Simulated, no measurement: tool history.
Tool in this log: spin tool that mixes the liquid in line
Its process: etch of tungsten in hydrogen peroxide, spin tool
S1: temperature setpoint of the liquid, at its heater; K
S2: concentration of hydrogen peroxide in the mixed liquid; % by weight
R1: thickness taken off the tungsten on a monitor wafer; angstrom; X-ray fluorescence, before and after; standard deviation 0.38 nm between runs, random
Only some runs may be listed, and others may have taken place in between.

{"run": 1, "day": 0.0, "S1": 315.15, "S2": 22.5, "time under the liquid (s)": 15, "R1": 212.49}
{"run": 2, "day": 0.246, "S1": 315.15, "S2": 22.5, "time under the liquid (s)": 15, "R1": 213.05}
{"run": 3, "day": 0.438, "S1": 316.15, "S2": 22.5, "time under the liquid (s)": 15, "R1": 227.5}
{"run": 4, "day": 0.688, "S1": 317.15, "S2": 22.5, "time under the liquid (s)": 15, "R1": 245.05}
{"run": 5, "day": 0.871, "S1": 317.15, "S2": 22.5, "time under the liquid (s)": 15, "R1": 237.34}
{"run": 6, "day": 1.204, "S1": 311.15, "S2": 22.5, "time under the liquid (s)": 15, "R1": 164.27}
{"run": 7, "day": 1.45, "S1": 313.15, "S2": 22.5, "time under the liquid (s)": 15, "R1": 187.55}
{"run": 8, "day": 1.579, "S1": 314.65, "S2": 22.5, "time under the liquid (s)": 15, "R1": 207.82}
{"run": 9, "day": 1.85, "S1": 316.15, "S2": 22.5, "time under the liquid (s)": 15, "R1": 227.99}
{"run": 10, "day": 2.208, "S1": 317.15, "S2": 22.5, "time under the liquid (s)": 15, "R1": 238.92}
{"run": 11, "day": 2.242, "S1": 317.15, "S2": 22.5, "time under the liquid (s)": 15, "R1": 246.23}
{"run": 12, "day": 2.342, "S1": 318.15, "S2": 22.5, "time under the liquid (s)": 15, "R1": 258.2}
{"run": 13, "day": 2.558, "S1": 319.15, "S2": 22.5, "time under the liquid (s)": 15, "R1": 279.51}
{"run": 14, "day": 2.842, "S1": 319.65, "S2": 22.5, "time under the liquid (s)": 15, "R1": 287.09}

What does the tool deliver on the next run?
{"run": 15, "day": 3.042, "S1": 319.65, "S2": 22.5, "time under the liquid (s)": 15, "R1": "?"}

Run 15 produced R1 285.57 angstrom.
